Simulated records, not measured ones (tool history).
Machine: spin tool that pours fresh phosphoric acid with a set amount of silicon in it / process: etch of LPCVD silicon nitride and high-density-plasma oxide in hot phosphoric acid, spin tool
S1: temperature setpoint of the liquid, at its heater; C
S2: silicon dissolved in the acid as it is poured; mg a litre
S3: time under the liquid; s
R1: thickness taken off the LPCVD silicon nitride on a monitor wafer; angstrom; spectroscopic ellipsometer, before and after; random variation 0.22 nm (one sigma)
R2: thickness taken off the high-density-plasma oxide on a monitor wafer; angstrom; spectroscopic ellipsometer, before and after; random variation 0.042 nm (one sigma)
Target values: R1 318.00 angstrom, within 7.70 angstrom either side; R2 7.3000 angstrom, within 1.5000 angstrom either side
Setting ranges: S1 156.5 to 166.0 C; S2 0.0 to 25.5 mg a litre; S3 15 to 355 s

run	hour	S1	S2	S3	R1	R2
1	0.0	161.0	11.0	180	188.65	4.2334
2	0.7	161.5	11.5	190	203.01	4.1021
3	2.2	162.0	10.5	195	209.38	4.9367
4	3.2	162.5	11.0	200	219.55	5.3887
5	6.2	162.5	15.0	200	219.54	4.7942
# hour 11.3: dissolved silicon flow meter replaced
6	11.3	162.5	15.0	260	282.13	5.0208
7	19.6	163.0	15.0	260	289.42	5.7330
8	24.0	164.0	15.5	265	302.35	6.3327

5 candidate next runs follow, results not yet known. Just one meets every target within its allowed miss. Identify it.
A	28.4	162.5	13.0	265	?	?
B	28.4	163.5	19.0	255	?	?
C	28.4	159.0	25.0	305	?	?
D	28.4	166.0	0.0	245	?	?
E	28.4	163.0	13.0	285	?	?

move	R1	R2
A	289.44	6.1949
B	287.90	5.4970
C	296.31	3.9329
D	300.29	9.6722
E	316.49	6.9107
A: its largest miss is bigger than the last run's
B: its largest miss is bigger than the last run's
C: its largest miss is bigger than the last run's
D: its largest miss is bigger than the last run's
E: in spec on every target
So the answer is move E, the one that meets all the targets.
